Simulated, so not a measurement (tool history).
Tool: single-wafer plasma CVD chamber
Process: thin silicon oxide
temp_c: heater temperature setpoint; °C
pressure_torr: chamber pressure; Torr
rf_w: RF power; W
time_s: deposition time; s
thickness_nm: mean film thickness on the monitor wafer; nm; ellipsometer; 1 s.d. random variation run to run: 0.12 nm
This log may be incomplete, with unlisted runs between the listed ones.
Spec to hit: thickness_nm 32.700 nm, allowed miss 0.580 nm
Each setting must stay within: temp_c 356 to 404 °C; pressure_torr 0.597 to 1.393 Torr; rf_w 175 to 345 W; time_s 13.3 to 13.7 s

run    day  temp_c  pressure_torr  rf_w  time_s  thickness_nm
  1  0.000     380          0.995   260    13.3        27.804
  2  0.125     380          1.035   260    13.3        28.870
  3  0.467     380          1.035   260    13.7        29.586
  4  0.729     388          1.035   260    13.7        29.539
  5  0.858     388          1.035   260    13.3        28.588
  6  1.142     388          1.068   260    13.3        29.768
  7  1.379     388          1.087   260    13.3        29.892
  8  1.517     388          1.108   260    13.3        30.417
  9  1.638     388          1.125   260    13.3        30.804

Below are 5 possible settings for the next run. Only one of them brings all results inside the allowed miss of their targets. Which is it?
  A  1.758     384          1.119   310    13.3             ?
  B  1.758     384          1.096   255    13.7             ?
  C  1.758     391          1.040   315    13.4             ?
  D  1.758     379          1.108   260    13.7             ?
  E  1.758     392          1.123   260    13.6             ?

move  thickness_nm
   A        33.038
   B        31.130
   C        31.169
   D        31.779
   E        31.615
A: each result inside its tolerance
B: nearer than the last run, and not there yet
C: nearer than the last run, and not there yet
D: nearer than the last run, and not there yet
E: nearer than the last run, and not there yet
Move A is the one to make.
